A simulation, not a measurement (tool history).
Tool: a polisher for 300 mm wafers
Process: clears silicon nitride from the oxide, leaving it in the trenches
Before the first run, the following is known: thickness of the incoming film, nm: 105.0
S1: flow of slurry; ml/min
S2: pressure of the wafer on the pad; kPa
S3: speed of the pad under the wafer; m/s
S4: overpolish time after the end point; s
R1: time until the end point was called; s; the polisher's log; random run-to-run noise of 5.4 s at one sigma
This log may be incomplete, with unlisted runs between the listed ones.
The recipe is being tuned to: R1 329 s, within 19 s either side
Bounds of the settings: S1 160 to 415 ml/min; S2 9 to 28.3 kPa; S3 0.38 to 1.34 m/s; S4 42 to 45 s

run 1 hour=0 | S1=265 S2=18.6 S3=0.86 S4=42 | R1=160.72
run 2 hour=9 | S1=265 S2=22.1 S3=0.86 S4=42 | R1=140.68
run 3 hour=11.7 | S1=295 S2=22.1 S3=0.86 S4=42 | R1=138
run 4 hour=14 | S1=295 S2=26.2 S3=0.86 S4=42 | R1=115.86
run 5 hour=20.8 | S1=295 S2=26.2 S3=0.86 S4=45 | R1=115.51
run 6 hour=28.3 | S1=295 S2=28.3 S3=0.86 S4=45 | R1=108.7
run 7 hour=31.8 | S1=295 S2=28.3 S3=0.86 S4=45 | R1=110.62
run 8 hour=39.8 | S1=290 S2=26.2 S3=0.82 S4=45 | R1=123.41
run 9 hour=42.4 | S1=290 S2=24.8 S3=0.78 S4=45 | R1=130.67
run 10 hour=51.2 | S1=285 S2=23.4 S3=0.74 S4=45 | R1=147.04
run 11 hour=56.7 | S1=285 S2=22.1 S3=0.7 S4=45 | R1=161.15
run 12 hour=60.8 | S1=285 S2=20.7 S3=0.68 S4=45 | R1=175.78
run 13 hour=67.4 | S1=285 S2=19.3 S3=0.66 S4=45 | R1=202.07
run 14 hour=68.6 | S1=285 S2=18.6 S3=0.66 S4=45 | R1=201.93

Next run, 4 choices. One meets every target within its allowed miss, the rest don't. Which?
run A hour=69.8 | S1=295 S2=17.9 S3=0.38 S4=45 | R1=?
run B hour=69.8 | S1=275 S2=17.9 S3=0.46 S4=45 | R1=?
run C hour=69.8 | S1=210 S2=10.3 S3=0.62 S4=45 | R1=?
run D hour=69.8 | S1=340 S2=13.8 S3=0.42 S4=45 | R1=?

move=A R1=323.62
move=B R1=281.78
move=C R1=370.32
move=D R1=373.97
A: hits every target within its allowed miss
B: nearer the targets than the last run, but a result is still out of spec
C: takes the biggest miss from the last run beyond its target
D: takes the biggest miss from the last run beyond its target
The right move is A.
